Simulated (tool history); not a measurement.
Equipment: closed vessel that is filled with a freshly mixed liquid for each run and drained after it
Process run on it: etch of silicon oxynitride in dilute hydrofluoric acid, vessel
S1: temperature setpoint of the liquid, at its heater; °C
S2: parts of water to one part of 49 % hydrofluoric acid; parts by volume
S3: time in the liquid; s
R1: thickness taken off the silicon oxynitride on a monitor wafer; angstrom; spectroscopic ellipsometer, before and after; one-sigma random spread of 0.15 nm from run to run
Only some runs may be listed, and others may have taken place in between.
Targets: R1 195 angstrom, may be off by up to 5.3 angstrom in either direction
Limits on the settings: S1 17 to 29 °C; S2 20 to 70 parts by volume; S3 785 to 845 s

run,hour,S1,S2,S3,R1
1,0,21,40,785,226.41
2,7.3,21,25,785,364.24
3,9.4,24,25,785,427.93
4,18,24,25,785,425.78
5,21.2,22,30,785,317.9
6,25.5,20.5,30,785,295.06
7,33.9,19.5,30,785,280.65
8,41.7,17,40,785,183.56
9,44.4,17.5,40,785,188.32

4 next moves are on the table. One of them brings every result within its allowed miss. Which?
A,47.1,17.5,40,840,?
B,47.1,19,45,835,?
C,47.1,18,40,840,?
D,47.1,18.5,40,835,?

move,R1
A,202.87
B,193.14
C,208.21
D,212.38
A: takes the result that was furthest off past its target
B: every result lands within tolerance
C: takes the result that was furthest off past its target
D: takes the result that was furthest off past its target
Go with B: it meets all targets.
